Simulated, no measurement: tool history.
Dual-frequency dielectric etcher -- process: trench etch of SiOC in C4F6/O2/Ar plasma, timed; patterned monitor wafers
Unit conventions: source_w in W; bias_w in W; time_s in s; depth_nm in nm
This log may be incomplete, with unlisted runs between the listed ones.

Run 1, hour 0: source_w 360 W, bias_w 231 W, time_s 24 s. Result: depth_nm 48.073 nm.
Run 2, hour 5.2: source_w 360 W, bias_w 208 W, time_s 24 s. Result: depth_nm 47.602 nm.
Run 3, hour 9.9: source_w 380 W, bias_w 215 W, time_s 24 s. Result: depth_nm 49.066 nm.
Run 4, hour 16.2: source_w 390 W, bias_w 219 W, time_s 24 s. Result: depth_nm 49.392 nm.
Run 5, hour 25: source_w 400 W, bias_w 225 W, time_s 24 s. Result: depth_nm 50.017 nm.
Run 6, hour 25.8: source_w 400 W, bias_w 244 W, time_s 24 s. Result: depth_nm 51.383 nm.
Run 7, hour 34.3: source_w 410 W, bias_w 248 W, time_s 24 s. Result: depth_nm 52.556 nm.
Run 8, hour 43.1: source_w 420 W, bias_w 250 W, time_s 24 s. Result: depth_nm 53.189 nm.
Run 9, hour 47: source_w 430 W, bias_w 252 W, time_s 24 s. Result: depth_nm 53.169 nm.
Run 10, hour 55.3: source_w 440 W, bias_w 256 W, time_s 24 s. Result: depth_nm 53.814 nm.

What does the tool deliver on the next run?
At hour 58.5: bias power generator calibrated.
Run 11, hour 58.5: source_w 450 W, bias_w 260 W, time_s 24 s. Result: depth_nm ?.

{"run 11": {"depth_nm": 55.709}}
